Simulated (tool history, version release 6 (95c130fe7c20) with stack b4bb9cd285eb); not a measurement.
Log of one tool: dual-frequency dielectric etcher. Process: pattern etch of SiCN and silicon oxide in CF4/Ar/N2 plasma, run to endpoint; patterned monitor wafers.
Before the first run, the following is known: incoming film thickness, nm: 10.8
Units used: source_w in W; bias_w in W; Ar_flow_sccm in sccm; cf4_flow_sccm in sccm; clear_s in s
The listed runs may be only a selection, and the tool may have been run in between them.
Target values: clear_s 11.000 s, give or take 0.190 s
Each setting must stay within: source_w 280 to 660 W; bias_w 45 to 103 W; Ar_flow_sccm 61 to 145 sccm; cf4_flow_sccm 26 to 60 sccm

run	hour	source_w	bias_w	Ar_flow_sccm	cf4_flow_sccm	clear_s
1	0.0	470	74	103	43	13.261
2	3.8	500	74	103	43	12.392
3	6.3	500	74	117	43	12.925
4	8.1	520	74	117	43	12.328
5	12.8	520	74	117	36	12.768
6	19.5	540	74	117	36	12.399
7	21.5	560	74	117	36	12.011
8	26.0	580	74	117	36	11.512

Exercise: of the 4 proposed moves below, exactly one satisfies all targets within the stated allowed misses. Which move is it?
A	30.5	560	79	127	35	?
B	30.5	590	59	94	40	?
C	30.5	580	66	119	33	?
D	30.5	600	82	139	33	?

move	clear_s
A	12.034
B	10.931
C	12.127
D	11.536
A: further off than the last run
B: all results in spec
C: further off than the last run
D: roughly where the last run was
Move B is the one to make.
